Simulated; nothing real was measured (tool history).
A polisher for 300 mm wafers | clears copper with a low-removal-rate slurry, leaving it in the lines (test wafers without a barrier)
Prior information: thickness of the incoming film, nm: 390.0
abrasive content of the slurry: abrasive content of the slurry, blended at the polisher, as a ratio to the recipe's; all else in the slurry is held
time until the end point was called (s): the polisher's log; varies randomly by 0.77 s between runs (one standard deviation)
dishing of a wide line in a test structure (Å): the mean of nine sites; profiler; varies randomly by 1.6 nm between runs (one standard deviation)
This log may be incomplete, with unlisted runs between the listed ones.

run  hour  flow of slurry (ml/min)  pressure of the wafer on the pad (kPa)  speed of the pad under the wafer (cm/s)  abrasive content of the slurry  overpolish time after the end point (s)  time until the end point was called (s)  dishing of a wide line in a test structure (Å)
  1   0.0                      175                                    27.6                                      124                            1.00                                       14                                   70.743                                          480.63
  2   0.8                      175                                    31.0                                      126                            1.00                                       14                                   63.379                                          534.22
  3   6.7                      175                                    33.8                                      130                            1.00                                       14                                   56.265                                          578.87
  4   7.8                      175                                    35.9                                      132                            1.00                                       14                                   52.007                                          614.54
  5  14.0                      175                                    35.9                                      132                            1.15                                       14                                   48.769                                          651.71
  6  17.2                      175                                    37.2                                      132                            1.15                                       14                                   49.667                                          686.94
  7  25.1                      175                                    38.6                                      134                            1.15                                       13                                   46.630                                          664.17

Run 8 is up next; what results do you expect?
  8  33.8                      175                                    40.0                                      136                            1.15                                       13                                        ?                                               ?

{"run 8": {"time until the end point was called (s)": 44.02, "dishing of a wide line in a test structure (Å)": 660.01}}

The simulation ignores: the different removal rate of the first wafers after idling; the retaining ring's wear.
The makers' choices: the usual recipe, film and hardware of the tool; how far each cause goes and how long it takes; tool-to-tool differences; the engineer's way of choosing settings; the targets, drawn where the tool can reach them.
